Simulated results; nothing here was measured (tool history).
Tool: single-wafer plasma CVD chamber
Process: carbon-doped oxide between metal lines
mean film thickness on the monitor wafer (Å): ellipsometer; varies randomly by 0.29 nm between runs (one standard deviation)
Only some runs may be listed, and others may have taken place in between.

run	hour	heater temperature setpoint (deg C)	chamber pressure (mTorr)	RF power (kW)	deposition time (s)	mean film thickness on the monitor wafer (Å)
1	0	360	5910	0.465	20.8	1050.6
2	3	360	5910	0.465	19.8	1000.1
3	7.8	363	5630	0.44	19.8	957.65
4	15.6	363	5630	0.49	19.8	1018.2
5	22.9	363	5630	0.45	19.8	967.46
6	31.5	366	5300	0.435	19.8	941.3
7	37.9	366	5300	0.435	19.8	933.78
8	41.4	368	5040	0.425	19.8	915.12

The next listed run, before its measurement:
9	43.8	370	4860	0.415	19.8	?

mean film thickness on the monitor wafer (Å): 892.43
